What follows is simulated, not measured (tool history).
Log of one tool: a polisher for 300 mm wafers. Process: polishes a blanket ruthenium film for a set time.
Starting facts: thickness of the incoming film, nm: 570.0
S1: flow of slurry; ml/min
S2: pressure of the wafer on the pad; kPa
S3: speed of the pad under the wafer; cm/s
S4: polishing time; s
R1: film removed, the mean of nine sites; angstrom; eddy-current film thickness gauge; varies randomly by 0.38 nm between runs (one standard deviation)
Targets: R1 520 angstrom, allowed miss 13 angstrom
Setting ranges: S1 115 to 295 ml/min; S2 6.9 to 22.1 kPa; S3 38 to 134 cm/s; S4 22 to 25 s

Run 1, hour 0: S1 190 ml/min, S2 14.5 kPa, S3 86 cm/s, S4 25 s. Result: R1 315.86 angstrom.
Run 2, hour 2.4: S1 195 ml/min, S2 15.2 kPa, S3 86 cm/s, S4 25 s. Result: R1 327.73 angstrom.
Run 3, hour 10.2: S1 215 ml/min, S2 15.2 kPa, S3 86 cm/s, S4 25 s. Result: R1 335.05 angstrom.
Run 4, hour 18.4: S1 220 ml/min, S2 15.9 kPa, S3 86 cm/s, S4 25 s. Result: R1 348.18 angstrom.
Run 5, hour 23.5: S1 220 ml/min, S2 16.5 kPa, S3 86 cm/s, S4 25 s. Result: R1 361.93 angstrom.
Run 6, hour 25.1: S1 220 ml/min, S2 16.5 kPa, S3 86 cm/s, S4 22 s. Result: R1 315.57 angstrom.
Run 7, hour 33.7: S1 220 ml/min, S2 17.2 kPa, S3 88 cm/s, S4 22 s. Result: R1 332.03 angstrom.
Run 8, hour 35.9: S1 225 ml/min, S2 17.9 kPa, S3 92 cm/s, S4 22 s. Result: R1 359.82 angstrom.
Run 9, hour 43.8: S1 225 ml/min, S2 17.9 kPa, S3 92 cm/s, S4 22 s. Result: R1 361.81 angstrom.
Run 10, hour 46.6: S1 225 ml/min, S2 18.6 kPa, S3 94 cm/s, S4 22 s. Result: R1 377.44 angstrom.
Run 11, hour 49.1: S1 250 ml/min, S2 22.1 kPa, S3 106 cm/s, S4 22 s. Result: R1 493.58 angstrom.

Of the 5 settings listed for the next run, only one would bring every result within its allowed miss of target. Which one?
Run A, hour 51.6: S1 285 ml/min, S2 20.7 kPa, S3 100 cm/s, S4 24 s. Result: R1 ?.
Run B, hour 51.6: S1 260 ml/min, S2 21.4 kPa, S3 98 cm/s, S4 24 s. Result: R1 ?.
Run C, hour 51.6: S1 245 ml/min, S2 22.1 kPa, S3 94 cm/s, S4 24 s. Result: R1 ?.
Run D, hour 51.6: S1 235 ml/min, S2 19.3 kPa, S3 112 cm/s, S4 24 s. Result: R1 ?.
Run E, hour 51.6: S1 275 ml/min, S2 21.4 kPa, S3 98 cm/s, S4 25 s. Result: R1 ?.

move      R1
   A  493.83
   B  498.06
   C  495.13
   D  494.79
   E  521.47
A: no better and no worse than the last run
B: gains on the last run, yet a result remains outside its allowed miss
C: gains on the last run, yet a result remains outside its allowed miss
D: no better and no worse than the last run
E: every result lands within tolerance
Move E is the one to make.
